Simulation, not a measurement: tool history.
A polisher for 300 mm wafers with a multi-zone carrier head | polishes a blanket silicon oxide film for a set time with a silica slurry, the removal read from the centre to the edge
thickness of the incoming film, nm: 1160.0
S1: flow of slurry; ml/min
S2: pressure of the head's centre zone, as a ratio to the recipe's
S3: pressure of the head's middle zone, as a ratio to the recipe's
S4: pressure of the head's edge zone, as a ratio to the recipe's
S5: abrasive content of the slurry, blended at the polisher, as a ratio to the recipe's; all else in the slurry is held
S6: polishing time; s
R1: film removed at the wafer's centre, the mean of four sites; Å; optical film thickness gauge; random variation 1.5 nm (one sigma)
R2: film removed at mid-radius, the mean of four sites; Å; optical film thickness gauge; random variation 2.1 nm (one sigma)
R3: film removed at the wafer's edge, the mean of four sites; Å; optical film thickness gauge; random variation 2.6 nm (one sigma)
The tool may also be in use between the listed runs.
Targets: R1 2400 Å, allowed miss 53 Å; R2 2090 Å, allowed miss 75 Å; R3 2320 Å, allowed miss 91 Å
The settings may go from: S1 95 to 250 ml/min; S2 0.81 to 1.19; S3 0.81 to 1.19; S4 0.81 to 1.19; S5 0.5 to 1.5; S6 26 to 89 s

run 1 day=0 | S1=160 S2=1 S3=1 S4=1 S5=1 S6=57 | R1=1832.6 R2=1873.1 R3=1937.2
run 2 day=0.033 | S1=180 S2=1.04 S3=1 S4=1.05 S5=1.05 S6=57 | R1=2011.4 R2=1999.6 R3=2098.6
run 3 day=0.142 | S1=180 S2=1.04 S3=1 S4=1 S5=1.05 S6=57 | R1=2004.9 R2=1996 R3=2025.1
run 4 day=0.467 | S1=180 S2=1.04 S3=1 S4=1.09 S5=1.05 S6=57 | R1=2004.2 R2=2021.2 R3=2140.2
run 5 day=0.8 | S1=180 S2=1.07 S3=1 S4=1.09 S5=1.05 S6=57 | R1=2069.2 R2=1965.7 R3=2105.1
run 6 day=0.925 | S1=180 S2=1.02 S3=1 S4=1.09 S5=1.05 S6=57 | R1=1965 R2=1985.8 R3=2119.4
run 7 day=1.2 | S1=195 S2=1.06 S3=0.98 S4=1.1 S5=1.05 S6=57 | R1=2059.8 R2=2011.1 R3=2147.5
run 8 day=1.354 | S1=205 S2=1.1 S3=0.97 S4=1.13 S5=1.05 S6=57 | R1=2140.1 R2=2018.7 R3=2202.8
run 9 day=1.5 | S1=215 S2=1.13 S3=0.96 S4=1.14 S5=1.05 S6=57 | R1=2226 R2=2000.3 R3=2249.7

Which of these 5 next moves meets every target?
run A day=1.646 | S1=190 S2=1.16 S3=0.97 S4=1.14 S5=1.2 S6=57 | R1=? R2=? R3=?
run B day=1.646 | S1=165 S2=1.19 S3=0.95 S4=1.07 S5=0.95 S6=67 | R1=? R2=? R3=?
run C day=1.646 | S1=180 S2=1.17 S3=1.01 S4=1.16 S5=1.2 S6=61 | R1=? R2=? R3=?
run D day=1.646 | S1=230 S2=1.11 S3=0.96 S4=1.13 S5=1 S6=67 | R1=? R2=? R3=?
run E day=1.646 | S1=195 S2=1.15 S3=0.9 S4=1.19 S5=1.1 S6=64 | R1=? R2=? R3=?

move=A R1=2391.6 R2=2088.7 R3=2321.1
move=B R1=2496 R2=2099.1 R3=2317.2
move=C R1=2554.6 R2=2291.9 R3=2487.9
move=D R1=2550.9 R2=2292.7 R3=2540.5
move=E R1=2569.4 R2=2124.6 R3=2568
A: meets every target
B: takes the result that was furthest off past its target
C: takes the result that was furthest off past its target
D: takes the result that was furthest off past its target
E: takes the result that was furthest off past its target
Move A is the one to make.

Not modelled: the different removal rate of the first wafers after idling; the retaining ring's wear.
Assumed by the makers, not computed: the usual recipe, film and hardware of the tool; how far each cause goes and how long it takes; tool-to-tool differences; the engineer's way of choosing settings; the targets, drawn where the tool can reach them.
